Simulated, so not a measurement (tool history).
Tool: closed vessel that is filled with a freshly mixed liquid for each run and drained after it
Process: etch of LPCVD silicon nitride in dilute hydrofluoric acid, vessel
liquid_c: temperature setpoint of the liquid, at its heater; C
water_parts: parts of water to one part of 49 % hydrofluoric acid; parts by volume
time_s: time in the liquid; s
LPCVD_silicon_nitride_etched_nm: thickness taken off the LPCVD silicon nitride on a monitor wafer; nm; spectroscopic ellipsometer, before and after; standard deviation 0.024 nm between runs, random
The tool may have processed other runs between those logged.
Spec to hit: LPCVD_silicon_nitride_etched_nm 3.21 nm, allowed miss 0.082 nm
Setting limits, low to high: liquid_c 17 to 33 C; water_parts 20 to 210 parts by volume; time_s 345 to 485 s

run  hour  liquid_c  water_parts  time_s  LPCVD_silicon_nitride_etched_nm
  1     0        25          115     485                           2.2538
  2   8.2        22          115     485                           1.8165
  3  16.6        23          115     485                           1.9848
  4  23.4        24          115     485                           2.1064
  5  30.2        25          115     485                           2.2171
  6  38.6        26          115     485                           2.3893
  7  47.2      26.5          115     485                           2.4763
  8  54.8        27          115     485                           2.5708
  9  62.4      27.5          115     485                           2.6121
 10    67        28          115     485                           2.6984
 11    71      28.5          115     485                           2.8176
 12  72.4        29          115     485                           2.8858
 13  73.1        30          115     485                           3.0633

Of the 5 settings listed for the next run, only one would bring every result within its allowed miss of target. Which one?
  A  73.8        33          125     460                                ?
  B  73.8        31          105     385                                ?
  C  73.8        28          105     470                                ?
  D  73.8      29.5          110     460                                ?
  E  73.8      29.5          115     470                                ?

move  LPCVD_silicon_nitride_etched_nm
   A                           3.2109
   B                           2.8385
   C                           2.8698
   D                            2.947
   E                           2.8793
A: each result inside its tolerance
B: its largest miss is bigger than the last run's
C: its largest miss is bigger than the last run's
D: its largest miss is bigger than the last run's
E: its largest miss is bigger than the last run's
A is the move that brings every result within its allowed miss.
